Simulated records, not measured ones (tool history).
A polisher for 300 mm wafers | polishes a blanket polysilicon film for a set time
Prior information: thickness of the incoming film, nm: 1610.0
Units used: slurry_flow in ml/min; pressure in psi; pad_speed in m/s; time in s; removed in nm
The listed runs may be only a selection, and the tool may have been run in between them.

Run 1, hour 0.0: slurry_flow 125 ml/min, pressure 2.1 psi, pad_speed 0.84 m/s, time 31 s. Result: removed 176.80 nm.
Run 2, hour 8.2: slurry_flow 115 ml/min, pressure 2.1 psi, pad_speed 0.84 m/s, time 31 s. Result: removed 172.48 nm.
Run 3, hour 9.4: slurry_flow 115 ml/min, pressure 1.8 psi, pad_speed 0.84 m/s, time 31 s. Result: removed 147.56 nm.
Run 4, hour 18.0: slurry_flow 115 ml/min, pressure 1.8 psi, pad_speed 0.84 m/s, time 31 s. Result: removed 146.05 nm.
Run 5, hour 18.7: slurry_flow 125 ml/min, pressure 1.8 psi, pad_speed 0.84 m/s, time 31 s. Result: removed 150.84 nm.
Run 6, hour 24.8: slurry_flow 125 ml/min, pressure 1.8 psi, pad_speed 1.04 m/s, time 31 s. Result: removed 189.54 nm.

Expected results for the next run?
Run 7, hour 31.4: slurry_flow 95 ml/min, pressure 1.5 psi, pad_speed 1.04 m/s, time 31 s. Result: removed ?.

Run 7 yielded removed 145.82 nm.

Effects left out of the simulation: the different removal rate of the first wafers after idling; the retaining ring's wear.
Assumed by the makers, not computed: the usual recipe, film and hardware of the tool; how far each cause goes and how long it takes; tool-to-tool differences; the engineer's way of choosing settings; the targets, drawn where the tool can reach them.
